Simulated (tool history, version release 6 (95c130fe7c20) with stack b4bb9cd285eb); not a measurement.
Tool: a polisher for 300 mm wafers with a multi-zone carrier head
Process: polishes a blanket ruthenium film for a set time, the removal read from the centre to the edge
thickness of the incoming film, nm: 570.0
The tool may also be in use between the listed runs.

run,hour,flow of slurry (ml/min),pressure of the head's centre zone,pressure of the head's middle zone,pressure of the head's edge zone,polishing time (s),film removed at the wafer's centre (angstrom),film removed at mid-radius (angstrom),film removed at the wafer's edge (angstrom)
1,0,210,1,1,1,70,549.53,541.48,571.31
2,9,220,1.05,1,1.03,75,624.6,583.19,596.29
3,15.6,220,1.05,1.06,1.03,75,612.66,612.68,607.61
4,21.2,220,1.05,1.09,1.03,75,617.79,611.02,619.71
5,24.1,220,1.05,1.09,0.96,75,632.61,605.54,593.53
6,26.9,210,1.07,1.01,1,81,669.86,626.25,653.75
7,27.6,210,1.1,0.98,1,85,737.52,655.31,666.26

Estimate the outcome of run 8 from the log above:
8,30.4,200,1.11,0.93,1.03,88,?,?,?

{"run 8": {"film removed at the wafer's centre (angstrom)": 755.77, "film removed at mid-radius (angstrom)": 643.61, "film removed at the wafer's edge (angstrom)": 709.99}}
